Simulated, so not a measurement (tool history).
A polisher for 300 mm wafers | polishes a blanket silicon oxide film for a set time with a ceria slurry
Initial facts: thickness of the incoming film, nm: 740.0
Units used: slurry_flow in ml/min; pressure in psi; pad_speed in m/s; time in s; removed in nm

Run 1, day 0.000: slurry_flow 285 ml/min, pressure 3.0 psi, pad_speed 1.08 m/s, time 26 s. Result: removed 121.26 nm.
Run 2, day 0.121: slurry_flow 285 ml/min, pressure 3.3 psi, pad_speed 1.08 m/s, time 26 s. Result: removed 130.74 nm.
Run 3, day 0.204: slurry_flow 285 ml/min, pressure 3.7 psi, pad_speed 1.08 m/s, time 26 s. Result: removed 148.93 nm.
Run 4, day 0.446: slurry_flow 290 ml/min, pressure 3.9 psi, pad_speed 1.08 m/s, time 26 s. Result: removed 156.55 nm.
Run 5, day 0.721: slurry_flow 290 ml/min, pressure 4.2 psi, pad_speed 1.08 m/s, time 26 s. Result: removed 168.37 nm.
Run 6, day 0.821: slurry_flow 290 ml/min, pressure 4.3 psi, pad_speed 1.08 m/s, time 26 s. Result: removed 172.30 nm.

Run 7, settings as shown, results not yet in. Your forecast:
Run 7, day 0.883: slurry_flow 290 ml/min, pressure 4.4 psi, pad_speed 1.08 m/s, time 26 s. Result: removed ?.

{"run 7": {"removed": 174.93}}
